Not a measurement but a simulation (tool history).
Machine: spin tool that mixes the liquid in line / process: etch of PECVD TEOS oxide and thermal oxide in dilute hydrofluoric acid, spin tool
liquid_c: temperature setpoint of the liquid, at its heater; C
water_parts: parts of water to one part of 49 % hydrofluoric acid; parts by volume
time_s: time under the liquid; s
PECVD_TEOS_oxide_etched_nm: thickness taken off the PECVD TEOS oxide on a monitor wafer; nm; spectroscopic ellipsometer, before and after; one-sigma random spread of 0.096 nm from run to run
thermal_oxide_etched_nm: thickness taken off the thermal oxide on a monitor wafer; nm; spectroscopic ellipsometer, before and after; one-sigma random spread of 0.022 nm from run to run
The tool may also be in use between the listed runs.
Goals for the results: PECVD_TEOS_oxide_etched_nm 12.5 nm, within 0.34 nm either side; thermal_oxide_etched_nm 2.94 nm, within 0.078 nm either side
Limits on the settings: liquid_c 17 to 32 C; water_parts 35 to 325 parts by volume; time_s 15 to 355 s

run,hour,liquid_c,water_parts,time_s,PECVD_TEOS_oxide_etched_nm,thermal_oxide_etched_nm
1,0,24,180,180,17.198,4.0554
2,6.8,21.5,180,180,15.659,3.6538
3,13.8,21.5,235,180,11.364,2.6623
4,14.4,21.5,275,180,9.3569,2.2127
5,16.9,23,275,180,9.9107,2.3075
6,19,24,275,180,10.203,2.4089
7,25.3,25,275,180,10.618,2.5045
8,32.5,25.5,275,180,10.823,2.4911

Exactly one of the 4 candidate moves below puts every result within its allowed miss. Which one?
A,39.7,21.5,255,210,?,?
B,39.7,23,195,140,?,?
C,39.7,28.5,275,205,?,?
D,39.7,26.5,235,165,?,?

move,PECVD_TEOS_oxide_etched_nm,thermal_oxide_etched_nm
A,11.99,2.8536
B,11.739,2.7941
C,13.589,3.2342
D,12.487,2.9719
A: gains on the last run, yet a result remains outside its allowed miss
B: gains on the last run, yet a result remains outside its allowed miss
C: takes the result that was furthest off past its target
D: all results land within tolerance of their targets
Correct choice: D, which meets every target

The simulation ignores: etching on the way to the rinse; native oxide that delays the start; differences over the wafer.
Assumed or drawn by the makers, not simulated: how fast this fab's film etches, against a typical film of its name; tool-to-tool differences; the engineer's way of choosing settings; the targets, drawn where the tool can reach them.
